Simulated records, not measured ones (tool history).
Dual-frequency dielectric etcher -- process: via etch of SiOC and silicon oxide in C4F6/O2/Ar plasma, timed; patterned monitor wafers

run,hour,source power (kW),bias power (kW),etch time (s),mean etch depth across the wafer (nm)
1,0,0.33,0.143,42.5,39.787
2,2.1,0.28,0.143,42.5,37.844
3,9.9,0.33,0.152,42.5,41.098
4,15.6,0.33,0.131,42.5,38.348
5,18.2,0.37,0.14,42.5,41.22
6,19.9,0.39,0.145,42.5,42.613
7,26.9,0.41,0.149,42.5,43.243

Run 8 comes next. What will it give?
8,29.4,0.42,0.155,42.5,?

Run 8 came out at mean etch depth across the wafer (nm) 44.266.
